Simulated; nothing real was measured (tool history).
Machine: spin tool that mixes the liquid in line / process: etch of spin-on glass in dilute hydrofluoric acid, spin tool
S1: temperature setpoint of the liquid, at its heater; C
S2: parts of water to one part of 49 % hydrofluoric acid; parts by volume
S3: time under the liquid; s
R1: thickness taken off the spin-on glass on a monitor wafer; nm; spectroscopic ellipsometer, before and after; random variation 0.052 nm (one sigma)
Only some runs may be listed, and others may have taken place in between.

Run 1, hour 0.0: S1 26.0 C, S2 195 parts by volume, S3 20 s. Result: R1 3.4276 nm.
Run 2, hour 4.5: S1 26.0 C, S2 195 parts by volume, S3 20 s. Result: R1 3.4550 nm.
Run 3, hour 8.0: S1 23.0 C, S2 195 parts by volume, S3 20 s. Result: R1 3.0449 nm.
Run 4, hour 13.3: S1 19.5 C, S2 195 parts by volume, S3 20 s. Result: R1 2.6756 nm.
Run 5, hour 22.3: S1 19.5 C, S2 260 parts by volume, S3 20 s. Result: R1 1.8973 nm.
Run 6, hour 22.8: S1 18.0 C, S2 260 parts by volume, S3 20 s. Result: R1 1.7743 nm.

The next listed run, before its measurement:
Run 7, hour 27.6: S1 21.0 C, S2 230 parts by volume, S3 20 s. Result: R1 ?.

{"run 7": {"R1": 2.363}}
